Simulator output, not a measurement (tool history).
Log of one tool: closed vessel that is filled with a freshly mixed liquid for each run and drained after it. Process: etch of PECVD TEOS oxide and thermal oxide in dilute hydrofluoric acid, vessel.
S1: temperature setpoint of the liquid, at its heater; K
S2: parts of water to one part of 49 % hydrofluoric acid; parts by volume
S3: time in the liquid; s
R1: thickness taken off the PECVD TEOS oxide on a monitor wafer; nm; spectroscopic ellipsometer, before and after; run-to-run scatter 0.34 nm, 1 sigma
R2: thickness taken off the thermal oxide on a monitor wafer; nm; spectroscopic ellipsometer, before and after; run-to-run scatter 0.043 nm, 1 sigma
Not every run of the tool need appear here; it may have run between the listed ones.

Run 1, day 0: S1 295.15 K, S2 240 parts by volume, S3 765 s. Result: R1 40.316 nm, R2 10.173 nm.
Run 2, day 0.267: S1 294.65 K, S2 240 parts by volume, S3 765 s. Result: R1 40.511 nm, R2 10.018 nm.
Run 3, day 0.567: S1 294.65 K, S2 240 parts by volume, S3 955 s. Result: R1 49.332 nm, R2 12.439 nm.
Run 4, day 0.729: S1 294.65 K, S2 240 parts by volume, S3 1135 s. Result: R1 58.715 nm, R2 14.771 nm.
Run 5, day 1.092: S1 294.65 K, S2 240 parts by volume, S3 1450 s. Result: R1 74.334 nm, R2 18.788 nm.
Run 6, day 1.25: S1 294.65 K, S2 185 parts by volume, S3 1450 s. Result: R1 103.39 nm, R2 25.869 nm.
Run 7, day 1.396: S1 293.65 K, S2 215 parts by volume, S3 1450 s. Result: R1 82.819 nm, R2 20.734 nm.
Run 8, day 1.546: S1 293.15 K, S2 240 parts by volume, S3 1450 s. Result: R1 71.693 nm, R2 17.776 nm.
Run 9, day 1.658: S1 292.65 K, S2 260 parts by volume, S3 1450 s. Result: R1 63.074 nm, R2 15.939 nm.
Run 10, day 1.988: S1 292.65 K, S2 260 parts by volume, S3 1450 s. Result: R1 62.928 nm, R2 15.848 nm.
Run 11, day 2.038: S1 292.15 K, S2 275 parts by volume, S3 1450 s. Result: R1 57.881 nm, R2 14.404 nm.
Run 12, day 2.271: S1 291.65 K, S2 290 parts by volume, S3 1450 s. Result: R1 53.02 nm, R2 13.301 nm.
Run 13, day 2.3: S1 291.15 K, S2 305 parts by volume, S3 1450 s. Result: R1 48.924 nm, R2 12.267 nm.
Run 14, day 2.538: S1 291.15 K, S2 315 parts by volume, S3 1450 s. Result: R1 47.387 nm, R2 11.751 nm.
Run 15, day 2.692: S1 291.15 K, S2 325 parts by volume, S3 1450 s. Result: R1 45.412 nm, R2 11.238 nm.
Run 16, day 2.742: S1 291.15 K, S2 335 parts by volume, S3 1450 s. Result: R1 43.317 nm, R2 10.734 nm.
Run 17, day 2.975: S1 291.15 K, S2 340 parts by volume, S3 1450 s. Result: R1 42.897 nm, R2 10.685 nm.
Run 18, day 3.033: S1 291.15 K, S2 345 parts by volume, S3 1450 s. Result: R1 41.946 nm, R2 10.403 nm.
Run 19, day 3.408: S1 291.15 K, S2 350 parts by volume, S3 1450 s. Result: R1 40.615 nm, R2 10.282 nm.
Run 20, day 3.767: S1 291.15 K, S2 350 parts by volume, S3 1450 s. Result: R1 40.744 nm, R2 10.186 nm.
Run 21, day 3.821: S1 291.15 K, S2 355 parts by volume, S3 1450 s. Result: R1 39.254 nm, R2 10.085 nm.
Run 22, day 3.95: S1 291.15 K, S2 355 parts by volume, S3 1445 s. Result: R1 39.761 nm, R2 10.03 nm.
Run 23, day 4.317: S1 290.65 K, S2 360 parts by volume, S3 1445 s. Result: R1 38.652 nm, R2 9.645 nm.

Predict the results of run 24:
At day 4.579: hydrofluoric acid flow meter replaced.
Run 24, day 4.579: S1 290.65 K, S2 365 parts by volume, S3 1445 s. Result: R1 ?, R2 ?.

Run 24 measured R1 41.829 nm, R2 10.526 nm.

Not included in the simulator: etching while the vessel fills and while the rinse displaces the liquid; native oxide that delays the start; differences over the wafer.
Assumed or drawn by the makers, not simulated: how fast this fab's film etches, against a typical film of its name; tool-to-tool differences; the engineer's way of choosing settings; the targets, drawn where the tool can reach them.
